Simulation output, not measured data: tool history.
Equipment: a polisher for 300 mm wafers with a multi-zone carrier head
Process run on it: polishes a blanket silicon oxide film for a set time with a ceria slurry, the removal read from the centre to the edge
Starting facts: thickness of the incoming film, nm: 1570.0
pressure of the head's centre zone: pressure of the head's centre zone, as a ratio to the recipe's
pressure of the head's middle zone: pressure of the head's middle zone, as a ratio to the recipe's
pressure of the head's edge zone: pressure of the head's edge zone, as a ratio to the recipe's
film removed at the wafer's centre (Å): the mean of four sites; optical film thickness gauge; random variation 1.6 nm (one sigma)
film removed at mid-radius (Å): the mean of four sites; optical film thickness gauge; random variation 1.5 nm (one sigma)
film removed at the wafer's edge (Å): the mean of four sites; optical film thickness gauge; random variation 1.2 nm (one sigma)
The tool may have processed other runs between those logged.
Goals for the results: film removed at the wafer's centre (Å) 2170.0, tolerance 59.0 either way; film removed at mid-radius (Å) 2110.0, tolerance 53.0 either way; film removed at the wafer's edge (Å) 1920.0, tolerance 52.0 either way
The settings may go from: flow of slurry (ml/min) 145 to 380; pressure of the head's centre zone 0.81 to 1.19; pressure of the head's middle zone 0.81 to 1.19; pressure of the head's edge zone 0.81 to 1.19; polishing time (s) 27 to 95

| run | hour | flow of slurry (ml/min) | pressure of the head's centre zone | pressure of the head's middle zone | pressure of the head's edge zone | polishing time (s) | film removed at the wafer's centre (Å) | film removed at mid-radius (Å) | film removed at the wafer's edge (Å) |
|---|---|---|---|---|---|---|---|---|---|
| 1 | 0.0 | 245 | 1.00 | 1.00 | 1.00 | 61 | 2369.7 | 2343.8 | 2426.8 |
| 2 | 3.3 | 240 | 1.01 | 1.01 | 0.96 | 59 | 2342.7 | 2295.5 | 2295.5 |
| 3 | 3.8 | 235 | 1.01 | 1.01 | 0.93 | 58 | 2287.0 | 2218.2 | 2221.4 |
| 4 | 11.4 | 275 | 1.01 | 1.01 | 0.93 | 58 | 2332.0 | 2285.0 | 2243.1 |
| 5 | 15.8 | 275 | 1.08 | 1.01 | 0.93 | 58 | 2460.8 | 2274.9 | 2257.4 |
| 6 | 17.7 | 275 | 1.08 | 1.01 | 0.93 | 49 | 2108.6 | 1957.0 | 1904.4 |
| 7 | 20.5 | 285 | 1.08 | 1.02 | 0.93 | 49 | 2089.8 | 1967.4 | 1929.9 |
| 8 | 25.1 | 295 | 1.09 | 1.03 | 0.92 | 49 | 2121.2 | 1957.2 | 1894.1 |
| 9 | 27.9 | 295 | 1.09 | 1.05 | 0.92 | 49 | 2141.9 | 2007.1 | 1897.8 |
| 10 | 30.5 | 300 | 1.09 | 1.06 | 0.92 | 49 | 2118.6 | 2021.3 | 1907.0 |

Consider the 5 candidate settings below. Which is the only one whose results all fall within their allowed miss of target?
| A | 33.1 | 240 | 1.12 | 1.06 | 0.97 | 49 | ? | ? | ? |
| B | 33.1 | 295 | 1.09 | 1.01 | 0.99 | 48 | ? | ? | ? |
| C | 33.1 | 195 | 1.10 | 1.04 | 1.02 | 51 | ? | ? | ? |
| D | 33.1 | 290 | 1.13 | 1.05 | 0.96 | 48 | ? | ? | ? |
| E | 33.1 | 320 | 1.11 | 1.12 | 0.95 | 48 | ? | ? | ? |

| move | film removed at the wafer's centre (Å) | film removed at mid-radius (Å) | film removed at the wafer's edge (Å) |
|---|---|---|---|
| A | 2146.4 | 1980.4 | 1905.8 |
| B | 2102.9 | 1907.5 | 1915.6 |
| C | 2121.7 | 1967.3 | 1973.2 |
| D | 2173.5 | 1967.5 | 1892.2 |
| E | 2160.9 | 2099.9 | 1898.1 |
A: misses by more than the last run did
B: misses by more than the last run did
C: misses by more than the last run did
D: misses by more than the last run did
E: each result inside its tolerance
Answer: E
